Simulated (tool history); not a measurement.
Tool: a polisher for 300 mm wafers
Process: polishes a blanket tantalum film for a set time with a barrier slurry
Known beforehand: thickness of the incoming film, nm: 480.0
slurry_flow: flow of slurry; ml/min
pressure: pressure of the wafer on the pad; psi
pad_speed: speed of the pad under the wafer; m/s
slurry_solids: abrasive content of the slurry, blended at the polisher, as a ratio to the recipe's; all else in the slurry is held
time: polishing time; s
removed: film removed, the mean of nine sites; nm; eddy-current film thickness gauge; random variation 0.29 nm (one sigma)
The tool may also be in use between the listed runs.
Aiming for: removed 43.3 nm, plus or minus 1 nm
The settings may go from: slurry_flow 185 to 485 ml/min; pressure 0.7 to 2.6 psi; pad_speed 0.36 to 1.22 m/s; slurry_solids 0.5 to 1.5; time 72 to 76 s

run,hour,slurry_flow,pressure,pad_speed,slurry_solids,time,removed
1,0,310,1.6,0.78,1,72,60.893
2,2.4,310,1.5,0.78,1,72,58.384
3,3.1,310,1.4,0.78,1,72,54.289
4,5.5,305,1.2,0.78,1,72,46.586
5,7,300,1.2,0.78,1,72,46.852
6,9.6,295,1.2,0.78,1,72,46.232
7,18,285,1.2,0.78,1,72,45.905
8,19.2,280,1.2,0.78,1,72,45.657
9,27,275,1.2,0.78,1,72,45.848
10,29.6,270,1.2,0.78,1,72,45.49
11,32.6,265,1.2,0.78,1,72,45.933
12,38.2,260,1.2,0.78,1,72,45.544
13,39.4,255,1.2,0.78,1,72,45.024
# hour 47.8: slurry nozzle cleaned
14,47.8,250,1.2,0.78,1,72,47.756
15,49.4,260,1.2,0.78,1,72,47.519
16,57.7,270,1.2,0.78,1,72,47.926
17,59.9,275,1.2,0.78,1,72,48.172

Exercise: of the 5 proposed moves below, exactly one satisfies all targets within the stated allowed misses. Which move is it?
A,62.1,360,1.1,0.8,0.85,72,?
B,62.1,260,1.2,0.74,1.05,72,?
C,62.1,265,1,0.82,0.9,73,?
D,62.1,335,1.2,0.78,0.85,73,?
E,62.1,265,1.2,0.82,1.05,76,?

move,removed
A,42.653
B,46.024
C,40.487
D,45.593
E,53.786
A: meets every target
B: moves toward the targets from the last run without getting all of them in spec
C: pushes the last run's worst result past its target
D: moves toward the targets from the last run without getting all of them in spec
E: moves away from the targets compared with the last run
Move A is the one to make.
